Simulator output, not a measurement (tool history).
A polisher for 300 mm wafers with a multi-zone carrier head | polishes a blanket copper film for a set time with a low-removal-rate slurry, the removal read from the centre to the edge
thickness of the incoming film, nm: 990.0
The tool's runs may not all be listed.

run	day	flow of slurry (ml/min)	pressure of the head's centre zone	pressure of the head's middle zone	pressure of the head's edge zone	abrasive content of the slurry	polishing time (s)	film removed at the wafer's centre (nm)	film removed at mid-radius (nm)	film removed at the wafer's edge (nm)
1	0.000	315	1.00	1.00	1.00	1.00	49	127.110	128.930	124.440
2	0.104	315	1.00	1.00	1.00	0.80	49	121.680	123.580	120.280
3	0.333	310	1.00	0.95	1.00	0.75	46	110.850	110.090	109.870
4	0.600	310	1.00	0.88	1.00	0.75	46	110.120	102.210	109.730
5	0.788	245	1.00	0.88	1.00	0.75	46	111.700	99.580	110.260
6	1.050	240	0.99	0.86	1.00	0.70	44	105.250	89.787	100.900
7	1.388	235	0.96	0.85	1.00	0.65	44	97.629	89.233	100.410
8	1.604	230	0.96	0.84	1.00	0.60	43	93.810	86.444	97.525
9	1.921	225	0.97	0.83	1.00	0.60	42	89.041	82.359	94.525
10	2.012	215	1.05	0.81	0.99	0.50	41	94.444	75.489	88.986

The next listed run, before its measurement:
11	2.146	215	1.04	0.81	0.99	0.50	41	?	?	?

{"run 11": {"film removed at the wafer's centre (nm)": 92.32, "film removed at mid-radius (nm)": 75.141, "film removed at the wafer's edge (nm)": 89.242}}
